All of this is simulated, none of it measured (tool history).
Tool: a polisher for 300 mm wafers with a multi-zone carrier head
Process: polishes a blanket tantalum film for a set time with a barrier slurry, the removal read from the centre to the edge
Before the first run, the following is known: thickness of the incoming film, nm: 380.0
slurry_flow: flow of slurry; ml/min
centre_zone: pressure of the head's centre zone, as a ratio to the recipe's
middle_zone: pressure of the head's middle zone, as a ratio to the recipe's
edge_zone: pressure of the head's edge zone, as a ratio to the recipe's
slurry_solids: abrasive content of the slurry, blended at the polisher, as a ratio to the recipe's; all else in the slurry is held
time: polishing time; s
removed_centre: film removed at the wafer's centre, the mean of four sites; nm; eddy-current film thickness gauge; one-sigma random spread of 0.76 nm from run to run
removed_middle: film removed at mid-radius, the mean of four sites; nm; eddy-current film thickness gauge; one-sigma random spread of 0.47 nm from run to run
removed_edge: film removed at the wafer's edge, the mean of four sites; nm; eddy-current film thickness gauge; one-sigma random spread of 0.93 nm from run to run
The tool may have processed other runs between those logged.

run 1 day=0 | slurry_flow=290 centre_zone=1 middle_zone=1 edge_zone=1 slurry_solids=1 time=60 | removed_centre=130.57 removed_middle=131.4 removed_edge=134.9
run 2 day=0.033 | slurry_flow=290 centre_zone=1 middle_zone=1.07 edge_zone=1 slurry_solids=1 time=60 | removed_centre=134.23 removed_middle=138 removed_edge=134.02
run 3 day=0.354 | slurry_flow=290 centre_zone=0.95 middle_zone=1.07 edge_zone=1 slurry_solids=1 time=60 | removed_centre=127.21 removed_middle=139.4 removed_edge=132.14
run 4 day=0.517 | slurry_flow=280 centre_zone=0.98 middle_zone=1 edge_zone=0.96 slurry_solids=0.85 time=54 | removed_centre=111.17 removed_middle=111.64 removed_edge=113.1
run 5 day=0.788 | slurry_flow=250 centre_zone=0.98 middle_zone=1 edge_zone=0.96 slurry_solids=0.85 time=54 | removed_centre=109.92 removed_middle=110.44 removed_edge=110.41
run 6 day=0.925 | slurry_flow=310 centre_zone=0.98 middle_zone=1 edge_zone=0.96 slurry_solids=0.85 time=54 | removed_centre=114.11 removed_middle=112.58 removed_edge=113.02
run 7 day=1.058 | slurry_flow=310 centre_zone=0.98 middle_zone=1 edge_zone=0.96 slurry_solids=0.85 time=54 | removed_centre=112.82 removed_middle=113.01 removed_edge=113.04
run 8 day=1.279 | slurry_flow=295 centre_zone=0.97 middle_zone=0.94 edge_zone=0.93 slurry_solids=0.75 time=51 | removed_centre=100.52 removed_middle=96.792 removed_edge=103.84
run 9 day=1.438 | slurry_flow=290 centre_zone=0.97 middle_zone=0.92 edge_zone=0.9 slurry_solids=0.65 time=48 | removed_centre=88.329 removed_middle=84.371 removed_edge=87.783
run 10 day=1.567 | slurry_flow=275 centre_zone=0.97 middle_zone=0.89 edge_zone=0.88 slurry_solids=0.65 time=48 | removed_centre=89.363 removed_middle=82.297 removed_edge=88.636
run 11 day=1.758 | slurry_flow=265 centre_zone=0.96 middle_zone=0.87 edge_zone=0.86 slurry_solids=0.6 time=48 | removed_centre=85.619 removed_middle=76.171 removed_edge=83.518

Run 12 has not been measured yet. What should we expect?
run 12 day=2.092 | slurry_flow=250 centre_zone=0.95 middle_zone=0.86 edge_zone=0.85 slurry_solids=0.6 time=48 | removed_centre=? removed_middle=? removed_edge=?

For run 12 the tool returned removed_centre 84.93 nm, removed_middle 75.839 nm, removed_edge 84.492 nm.
